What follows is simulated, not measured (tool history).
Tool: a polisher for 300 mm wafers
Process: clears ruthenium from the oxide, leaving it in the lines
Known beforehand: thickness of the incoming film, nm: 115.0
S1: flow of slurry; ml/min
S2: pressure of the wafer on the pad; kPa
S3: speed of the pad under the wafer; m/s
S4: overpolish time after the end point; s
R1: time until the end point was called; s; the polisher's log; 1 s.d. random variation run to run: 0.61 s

run    day   S1    S2    S3  S4      R1
  1      0  170  11.7  1.12  13  108.87
  2  0.171  170  11.7  1.12  13  105.62
  3  0.325  170  11.7  1.12  13  108.47
  4  0.525  180  13.1  1.12  13  95.953
  5  0.646  180  11.7  1.12  13  106.99
  6  0.825  180  11.7  0.94  13  124.64
  7  1.188  185  13.8  0.94  13  107.54

The next listed run, before its measurement:
  8  1.442  190  15.2  0.96  13   ?

R1: 95.956 s
